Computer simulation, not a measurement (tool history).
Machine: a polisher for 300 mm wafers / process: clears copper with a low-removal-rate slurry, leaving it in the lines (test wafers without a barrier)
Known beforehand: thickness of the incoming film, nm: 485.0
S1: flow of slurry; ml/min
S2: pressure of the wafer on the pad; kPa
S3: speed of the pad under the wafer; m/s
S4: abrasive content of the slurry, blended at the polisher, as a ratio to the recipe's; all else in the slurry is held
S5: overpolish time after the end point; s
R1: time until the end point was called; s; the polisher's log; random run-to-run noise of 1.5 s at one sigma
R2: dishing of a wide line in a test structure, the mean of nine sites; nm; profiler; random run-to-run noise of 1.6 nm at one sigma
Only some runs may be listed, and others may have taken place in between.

run	day	S1	S2	S3	S4	S5	R1	R2
1	0	295	26.2	1.32	1	18	110.8	46.551
2	0.229	295	26.2	1.32	0.8	18	116.09	44.695
3	0.296	295	27.6	1.32	0.8	19	117.78	45.739
4	0.425	295	27.6	1.56	0.8	19	99.633	51.052
5	0.504	295	28.3	1.56	0.8	20	94.492	54.104
6	0.712	295	28.3	1.36	0.8	20	109.74	50.886
7	0.846	295	29.6	1.36	0.8	21	104.34	53.621
8	1.079	295	30.3	1.36	0.8	22	103.17	55.698

Expected results for the next run?
9	1.417	295	31	1.36	0.8	23	?	?

Run 9 produced R1 101.87 s, R2 56.797 nm.

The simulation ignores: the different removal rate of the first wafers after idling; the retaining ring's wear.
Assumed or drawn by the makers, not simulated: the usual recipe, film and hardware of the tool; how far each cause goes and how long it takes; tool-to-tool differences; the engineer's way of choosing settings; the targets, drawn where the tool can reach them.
